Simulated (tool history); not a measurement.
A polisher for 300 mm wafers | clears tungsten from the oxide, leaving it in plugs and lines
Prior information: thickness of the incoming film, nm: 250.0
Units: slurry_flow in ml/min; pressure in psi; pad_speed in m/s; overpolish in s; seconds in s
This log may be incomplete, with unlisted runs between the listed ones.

Run 1, day 0.000: slurry_flow 175 ml/min, pressure 4.3 psi, pad_speed 1.32 m/s, slurry_solids 1.0, overpolish 6 s. Result: seconds 31.156 s.
Run 2, day 0.200: slurry_flow 175 ml/min, pressure 4.3 psi, pad_speed 1.32 m/s, slurry_solids 1.0, overpolish 6 s. Result: seconds 30.892 s.
Run 3, day 0.358: slurry_flow 175 ml/min, pressure 4.6 psi, pad_speed 1.34 m/s, slurry_solids 1.0, overpolish 6 s. Result: seconds 28.807 s.
Run 4, day 0.383: slurry_flow 175 ml/min, pressure 4.6 psi, pad_speed 1.34 m/s, slurry_solids 1.0, overpolish 6 s. Result: seconds 28.812 s.
Run 5, day 0.600: slurry_flow 210 ml/min, pressure 4.6 psi, pad_speed 1.34 m/s, slurry_solids 1.0, overpolish 6 s. Result: seconds 27.871 s.
Run 6, day 0.954: slurry_flow 210 ml/min, pressure 4.9 psi, pad_speed 1.36 m/s, slurry_solids 1.0, overpolish 6 s. Result: seconds 25.720 s.
Run 7, day 1.196: slurry_flow 210 ml/min, pressure 5.1 psi, pad_speed 1.36 m/s, slurry_solids 1.0, overpolish 6 s. Result: seconds 24.567 s.
Run 8, day 1.308: slurry_flow 210 ml/min, pressure 5.3 psi, pad_speed 1.36 m/s, slurry_solids 1.0, overpolish 6 s. Result: seconds 24.080 s.

Expected results for the next run?
Run 9, day 1.646: slurry_flow 210 ml/min, pressure 5.5 psi, pad_speed 1.38 m/s, slurry_solids 1.0, overpolish 6 s. Result: seconds ?.

Logged for run 9: seconds 22.592 s.
